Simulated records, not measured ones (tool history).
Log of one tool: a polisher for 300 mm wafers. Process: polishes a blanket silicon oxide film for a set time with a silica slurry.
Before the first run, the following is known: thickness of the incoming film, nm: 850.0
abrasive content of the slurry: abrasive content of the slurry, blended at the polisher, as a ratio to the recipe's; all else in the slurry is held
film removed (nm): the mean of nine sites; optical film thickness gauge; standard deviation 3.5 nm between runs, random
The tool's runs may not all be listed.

run	hour	flow of slurry (ml/min)	pressure of the wafer on the pad (kPa)	speed of the pad under the wafer (cm/s)	abrasive content of the slurry	polishing time (s)	film removed (nm)
1	0	225	30.3	112	1	105	340.18
2	6.6	225	30.3	102	1	105	326
3	9.6	225	31	102	1	105	330.23
4	17.1	225	31.7	102	1	105	326.77
5	26	225	33.1	102	1	105	342.81
6	28.2	225	33.8	102	1	105	346.61

What does the tool deliver on the next run?
# hour 30.6: worn pad replaced by a new one
7	30.6	225	35.2	102	1	105	?

film removed (nm): 387.38

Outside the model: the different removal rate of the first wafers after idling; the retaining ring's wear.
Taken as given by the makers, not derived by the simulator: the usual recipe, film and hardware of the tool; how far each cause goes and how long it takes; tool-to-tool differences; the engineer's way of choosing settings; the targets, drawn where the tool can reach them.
